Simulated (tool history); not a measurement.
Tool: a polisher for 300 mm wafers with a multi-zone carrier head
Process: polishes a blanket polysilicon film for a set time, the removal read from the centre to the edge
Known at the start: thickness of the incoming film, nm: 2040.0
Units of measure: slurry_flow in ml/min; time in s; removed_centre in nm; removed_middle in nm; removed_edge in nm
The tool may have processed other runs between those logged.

Run 1, hour 0: slurry_flow 300 ml/min, centre_zone 1, middle_zone 1, edge_zone 1, time 71 s. Result: removed_centre 535.21 nm, removed_middle 541.3 nm, removed_edge 530.53 nm.
Run 2, hour 1.2: slurry_flow 290 ml/min, centre_zone 0.98, middle_zone 1, edge_zone 0.98, time 67 s. Result: removed_centre 491.4 nm, removed_middle 495.6 nm, removed_edge 485.73 nm.
Run 3, hour 7.4: slurry_flow 290 ml/min, centre_zone 0.98, middle_zone 1, edge_zone 0.91, time 67 s. Result: removed_centre 497.94 nm, removed_middle 506.44 nm, removed_edge 476.07 nm.
Run 4, hour 11.5: slurry_flow 290 ml/min, centre_zone 1.04, middle_zone 1, edge_zone 0.91, time 67 s. Result: removed_centre 522.03 nm, removed_middle 502.74 nm, removed_edge 471.16 nm.
Run 5, hour 16.5: slurry_flow 285 ml/min, centre_zone 1.02, middle_zone 1.01, edge_zone 0.9, time 63 s. Result: removed_centre 489.38 nm, removed_middle 470.36 nm, removed_edge 445.3 nm.
Run 6, hour 21.8: slurry_flow 285 ml/min, centre_zone 0.95, middle_zone 1.01, edge_zone 0.9, time 63 s. Result: removed_centre 448.32 nm, removed_middle 477.68 nm, removed_edge 440.92 nm.
Run 7, hour 29.6: slurry_flow 280 ml/min, centre_zone 0.94, middle_zone 1.01, edge_zone 0.89, time 60 s. Result: removed_centre 415.22 nm, removed_middle 454.91 nm, removed_edge 418.92 nm.

The next listed run, before its measurement:
Run 8, hour 36.9: slurry_flow 280 ml/min, centre_zone 0.93, middle_zone 1.01, edge_zone 0.88, time 57 s. Result: removed_centre ?, removed_middle ?, removed_edge ?.

Run 8 yielded removed_centre 398.15 nm, removed_middle 434.15 nm, removed_edge 392.86 nm.
